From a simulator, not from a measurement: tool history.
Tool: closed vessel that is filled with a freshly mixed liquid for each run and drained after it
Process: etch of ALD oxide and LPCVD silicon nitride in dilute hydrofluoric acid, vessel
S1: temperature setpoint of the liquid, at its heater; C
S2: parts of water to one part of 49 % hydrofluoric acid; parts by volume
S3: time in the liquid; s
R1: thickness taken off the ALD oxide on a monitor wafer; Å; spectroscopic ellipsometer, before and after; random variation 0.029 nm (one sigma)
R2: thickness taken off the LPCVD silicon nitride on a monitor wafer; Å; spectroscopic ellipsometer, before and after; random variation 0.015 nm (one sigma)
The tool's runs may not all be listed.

run    day    S1   S2  S3      R1       R2
  1  0.000  25.0  245  60  74.955  1.51610
  2  0.321  25.0  325  60  52.028  1.06580
  3  0.596  25.0  370  60  43.670  0.97183
  4  0.683  23.0  375  60  39.706  0.76825
  5  0.904  21.5  385  60  36.432  0.99830
  6  1.142  21.5  385  80  49.426  1.01930
  7  1.308  20.5  400  80  45.566  0.78841

Run 8 comes next. What will it give?
  8  1.533  19.5  410  75   ?   ?

{"run 8": {"R1": 39.81, "R2": 0.60477}}

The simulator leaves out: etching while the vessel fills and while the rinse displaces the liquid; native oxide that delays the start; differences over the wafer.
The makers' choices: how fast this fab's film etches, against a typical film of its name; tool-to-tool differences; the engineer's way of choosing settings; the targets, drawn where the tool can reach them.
